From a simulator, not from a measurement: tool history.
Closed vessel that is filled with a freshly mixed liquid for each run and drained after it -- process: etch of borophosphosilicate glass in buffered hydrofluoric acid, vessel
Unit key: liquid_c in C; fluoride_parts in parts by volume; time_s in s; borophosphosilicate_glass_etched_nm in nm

| run | day | liquid_c | fluoride_parts | time_s | borophosphosilicate_glass_etched_nm |
|---|---|---|---|---|---|
| 1 | 0 | 24 | 16 | 30 | 68.148 |
| 2 | 0.204 | 26.5 | 14 | 30 | 88.537 |
| 3 | 0.271 | 28 | 12.5 | 30 | 104.48 |
| 4 | 0.479 | 31 | 12.5 | 30 | 123.85 |
| 5 | 0.529 | 31 | 16.5 | 30 | 95.438 |
| 6 | 0.812 | 31 | 12.5 | 30 | 124.03 |

Run 7 is up next; what results do you expect?
| 7 | 0.9 | 31.5 | 11.5 | 30 | ? |

{"run 7": {"borophosphosilicate_glass_etched_nm": 135.91}}
